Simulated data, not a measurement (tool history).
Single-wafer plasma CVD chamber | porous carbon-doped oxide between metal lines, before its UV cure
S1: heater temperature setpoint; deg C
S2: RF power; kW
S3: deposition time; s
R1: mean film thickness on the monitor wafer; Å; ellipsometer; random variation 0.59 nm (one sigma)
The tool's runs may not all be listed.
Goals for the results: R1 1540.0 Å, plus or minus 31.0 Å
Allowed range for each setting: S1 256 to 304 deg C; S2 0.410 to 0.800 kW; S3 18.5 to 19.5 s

run 1 day=0.000 | S1=280 S2=0.605 S3=19.5 | R1=1363.6
run 2 day=0.104 | S1=280 S2=0.535 S3=19.5 | R1=1245.1
run 3 day=0.358 | S1=275 S2=0.550 S3=19.5 | R1=1307.5
run 4 day=0.471 | S1=284 S2=0.550 S3=19.5 | R1=1236.7
run 5 day=0.717 | S1=284 S2=0.550 S3=19.5 | R1=1231.7
run 6 day=0.888 | S1=284 S2=0.475 S3=19.5 | R1=1086.1
run 7 day=1.167 | S1=278 S2=0.500 S3=19.5 | R1=1183.8
run 8 day=1.346 | S1=273 S2=0.520 S3=19.5 | R1=1274.8
run 9 day=1.458 | S1=269 S2=0.530 S3=19.5 | R1=1338.2
run 10 day=1.708 | S1=269 S2=0.530 S3=19.5 | R1=1335.4
run 11 day=1.767 | S1=266 S2=0.540 S3=19.5 | R1=1375.9
run 12 day=2.129 | S1=264 S2=0.550 S3=19.5 | R1=1432.2
run 13 day=2.412 | S1=262 S2=0.555 S3=19.5 | R1=1454.8

Which single option among these 5 for the next run brings every result within its allowed miss of target? Just one does.
run A day=2.696 | S1=262 S2=0.550 S3=19.3 | R1=?
run B day=2.696 | S1=257 S2=0.550 S3=18.9 | R1=?
run C day=2.696 | S1=260 S2=0.495 S3=19.2 | R1=?
run D day=2.696 | S1=259 S2=0.615 S3=18.5 | R1=?
run E day=2.696 | S1=256 S2=0.580 S3=19.5 | R1=?

move=A R1=1439.1
move=B R1=1467.4
move=C R1=1329.6
move=D R1=1548.7
move=E R1=1592.3
A: further off than the last run
B: closer than the last run, but not yet in spec
C: further off than the last run
D: hits every target within its allowed miss
E: pushes the last run's worst result past its target
Correct choice: D, which meets every target
